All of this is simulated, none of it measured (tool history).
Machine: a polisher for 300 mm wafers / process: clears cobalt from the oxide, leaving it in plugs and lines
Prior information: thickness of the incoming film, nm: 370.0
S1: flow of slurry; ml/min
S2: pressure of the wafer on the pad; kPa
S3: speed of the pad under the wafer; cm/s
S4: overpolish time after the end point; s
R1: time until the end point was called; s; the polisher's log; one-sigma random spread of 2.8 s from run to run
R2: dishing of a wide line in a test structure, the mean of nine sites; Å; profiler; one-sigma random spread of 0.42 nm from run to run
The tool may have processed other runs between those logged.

run 1 day=0.000 | S1=245 S2=13.1 S3=126 S4=20 | R1=76.050 R2=376.09
run 2 day=0.354 | S1=245 S2=15.9 S3=126 S4=20 | R1=65.621 R2=377.12
run 3 day=0.392 | S1=245 S2=13.8 S3=116 S4=21 | R1=76.745 R2=377.78
run 4 day=0.421 | S1=200 S2=13.8 S3=116 S4=21 | R1=79.180 R2=370.36
run 5 day=0.779 | S1=200 S2=11.0 S3=116 S4=21 | R1=95.657 R2=355.88
run 6 day=0.817 | S1=170 S2=11.0 S3=116 S4=21 | R1=99.111 R2=350.62
run 7 day=0.958 | S1=170 S2=9.7 S3=112 S4=23 | R1=112.200 R2=342.53
run 8 day=1.229 | S1=175 S2=9.0 S3=110 S4=26 | R1=119.630 R2=355.53

Run 9 has not been measured yet. What should we expect?
run 9 day=1.508 | S1=175 S2=8.3 S3=108 S4=27 | R1=? R2=?

{"run 9": {"R1": 130.25, "R2": 354.25}}

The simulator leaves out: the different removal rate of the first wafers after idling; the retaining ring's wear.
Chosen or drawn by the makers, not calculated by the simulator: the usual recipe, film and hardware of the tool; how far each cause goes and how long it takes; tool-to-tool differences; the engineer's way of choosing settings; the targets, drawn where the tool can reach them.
